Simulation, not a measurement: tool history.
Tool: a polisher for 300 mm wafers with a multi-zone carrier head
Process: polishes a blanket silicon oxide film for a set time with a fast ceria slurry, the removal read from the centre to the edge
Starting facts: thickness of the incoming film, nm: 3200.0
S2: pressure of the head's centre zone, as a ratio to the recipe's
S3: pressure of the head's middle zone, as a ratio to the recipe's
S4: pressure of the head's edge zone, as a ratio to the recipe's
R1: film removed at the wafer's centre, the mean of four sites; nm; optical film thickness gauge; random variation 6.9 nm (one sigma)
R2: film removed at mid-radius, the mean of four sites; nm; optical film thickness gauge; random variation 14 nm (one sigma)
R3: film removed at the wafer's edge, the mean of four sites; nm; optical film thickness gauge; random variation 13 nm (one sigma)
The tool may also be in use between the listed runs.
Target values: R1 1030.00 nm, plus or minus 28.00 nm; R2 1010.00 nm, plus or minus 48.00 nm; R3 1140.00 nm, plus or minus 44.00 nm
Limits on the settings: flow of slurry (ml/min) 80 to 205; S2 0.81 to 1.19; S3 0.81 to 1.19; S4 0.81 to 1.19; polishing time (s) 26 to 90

run 1 hour=0.0 | flow_of_slurry_(ml/min)=135 S2=1.00 S3=1.00 S4=1.00 polishing_time_(s)=58 | R1=907.43 R2=906.31 R3=946.87
run 2 hour=5.0 | flow_of_slurry_(ml/min)=135 S2=1.00 S3=1.03 S4=1.00 polishing_time_(s)=58 | R1=914.93 R2=936.54 R3=931.53
run 3 hour=9.8 | flow_of_slurry_(ml/min)=135 S2=1.00 S3=1.03 S4=1.00 polishing_time_(s)=47 | R1=741.78 R2=751.79 R3=758.12
run 4 hour=17.5 | flow_of_slurry_(ml/min)=135 S2=1.00 S3=1.03 S4=1.00 polishing_time_(s)=39 | R1=605.69 R2=622.49 R3=632.83
run 5 hour=24.0 | flow_of_slurry_(ml/min)=135 S2=0.93 S3=1.03 S4=1.00 polishing_time_(s)=39 | R1=566.14 R2=632.90 R3=639.80
run 6 hour=29.4 | flow_of_slurry_(ml/min)=135 S2=0.93 S3=1.03 S4=1.00 polishing_time_(s)=44 | R1=641.21 R2=709.62 R3=706.65
run 7 hour=30.0 | flow_of_slurry_(ml/min)=140 S2=0.94 S3=1.02 S4=1.02 polishing_time_(s)=47 | R1=706.49 R2=755.65 R3=788.28
run 8 hour=37.5 | flow_of_slurry_(ml/min)=150 S2=0.95 S3=1.03 S4=1.05 polishing_time_(s)=48 | R1=727.72 R2=785.67 R3=809.00
run 9 hour=38.2 | flow_of_slurry_(ml/min)=125 S2=1.01 S3=0.96 S4=1.13 polishing_time_(s)=64 | R1=988.10 R2=990.38 R3=1091.00
run 10 hour=41.1 | flow_of_slurry_(ml/min)=130 S2=1.01 S3=0.96 S4=1.13 polishing_time_(s)=64 | R1=1011.70 R2=960.96 R3=1083.80
run 11 hour=42.5 | flow_of_slurry_(ml/min)=130 S2=1.01 S3=0.96 S4=1.14 polishing_time_(s)=64 | R1=1006.60 R2=970.37 R3=1072.90

Which of these 4 next moves meets every target?
run A hour=43.9 | flow_of_slurry_(ml/min)=150 S2=0.98 S3=0.94 S4=1.11 polishing_time_(s)=66 | R1=? R2=? R3=?
run B hour=43.9 | flow_of_slurry_(ml/min)=125 S2=1.05 S3=0.90 S4=1.19 polishing_time_(s)=64 | R1=? R2=? R3=?
run C hour=43.9 | flow_of_slurry_(ml/min)=110 S2=1.04 S3=1.09 S4=1.07 polishing_time_(s)=65 | R1=? R2=? R3=?
run D hour=43.9 | flow_of_slurry_(ml/min)=120 S2=1.07 S3=0.99 S4=1.14 polishing_time_(s)=58 | R1=? R2=? R3=?

move=A R1=1035.70 R2=995.01 R3=1116.40
move=B R1=1037.60 R2=900.67 R3=1093.50
move=C R1=1015.70 R2=1048.80 R3=1036.90
move=D R1=950.54 R2=877.11 R3=964.92
A: all results land within tolerance of their targets
B: the biggest miss grows against the last run
C: the biggest miss grows against the last run
D: the biggest miss grows against the last run
Go with A: it meets all targets.
